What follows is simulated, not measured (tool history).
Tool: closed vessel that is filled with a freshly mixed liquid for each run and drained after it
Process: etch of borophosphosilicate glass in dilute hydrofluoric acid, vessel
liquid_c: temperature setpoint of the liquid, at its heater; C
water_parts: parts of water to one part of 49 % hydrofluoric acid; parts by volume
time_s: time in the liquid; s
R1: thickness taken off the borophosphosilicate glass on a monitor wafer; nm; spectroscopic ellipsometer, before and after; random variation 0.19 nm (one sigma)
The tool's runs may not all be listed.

run 1 hour=0 | liquid_c=23 water_parts=100 time_s=95 | R1=72.394
run 2 hour=1.8 | liquid_c=23 water_parts=100 time_s=105 | R1=79.275
run 3 hour=9.9 | liquid_c=23 water_parts=110 time_s=105 | R1=72.211
run 4 hour=16.9 | liquid_c=21.5 water_parts=120 time_s=105 | R1=61.212
run 5 hour=25.2 | liquid_c=21.5 water_parts=120 time_s=95 | R1=55.961
run 6 hour=31.8 | liquid_c=21.5 water_parts=135 time_s=95 | R1=48.335

Forecast run 7:
run 7 hour=32.5 | liquid_c=20.5 water_parts=140 time_s=95 | R1=?

{"run 7": {"R1": 44.695}}
